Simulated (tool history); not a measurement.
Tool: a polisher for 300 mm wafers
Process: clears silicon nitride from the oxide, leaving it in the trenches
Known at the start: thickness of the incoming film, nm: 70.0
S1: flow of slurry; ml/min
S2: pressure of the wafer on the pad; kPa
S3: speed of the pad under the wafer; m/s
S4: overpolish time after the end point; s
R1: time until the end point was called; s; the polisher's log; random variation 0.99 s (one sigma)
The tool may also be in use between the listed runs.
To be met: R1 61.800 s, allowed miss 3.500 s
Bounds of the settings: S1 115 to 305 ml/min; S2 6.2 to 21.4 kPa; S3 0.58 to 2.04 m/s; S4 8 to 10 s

| run | hour | S1 | S2 | S3 | S4 | R1 |
|---|---|---|---|---|---|---|
| 1 | 0.0 | 195 | 13.8 | 1.30 | 10 | 95.172 |
| 2 | 6.4 | 195 | 13.8 | 1.30 | 10 | 96.536 |
| 3 | 15.4 | 175 | 13.8 | 1.30 | 10 | 99.527 |
| 4 | 18.2 | 175 | 13.8 | 1.42 | 10 | 90.127 |
| 5 | 23.2 | 210 | 13.8 | 1.42 | 10 | 87.784 |
| 6 | 29.6 | 210 | 13.8 | 1.30 | 10 | 94.671 |
| 7 | 36.7 | 210 | 14.5 | 1.30 | 10 | 90.740 |
| 8 | 44.7 | 210 | 15.2 | 1.30 | 10 | 89.376 |
| 9 | 46.5 | 210 | 15.2 | 1.30 | 10 | 88.071 |

4 next moves are on the table. One of them brings every result within its allowed miss. Which?
| A | 48.3 | 240 | 15.9 | 1.74 | 8 | ? |
| B | 48.3 | 205 | 15.9 | 1.52 | 8 | ? |
| C | 48.3 | 220 | 14.5 | 1.66 | 10 | ? |
| D | 48.3 | 120 | 15.9 | 1.62 | 10 | ? |

| move | R1 |
|---|---|
| A | 59.851 |
| B | 69.698 |
| C | 69.210 |
| D | 72.730 |
A: meets every target
B: nearer than the last run, and not there yet
C: nearer than the last run, and not there yet
D: nearer than the last run, and not there yet
The right move is A.

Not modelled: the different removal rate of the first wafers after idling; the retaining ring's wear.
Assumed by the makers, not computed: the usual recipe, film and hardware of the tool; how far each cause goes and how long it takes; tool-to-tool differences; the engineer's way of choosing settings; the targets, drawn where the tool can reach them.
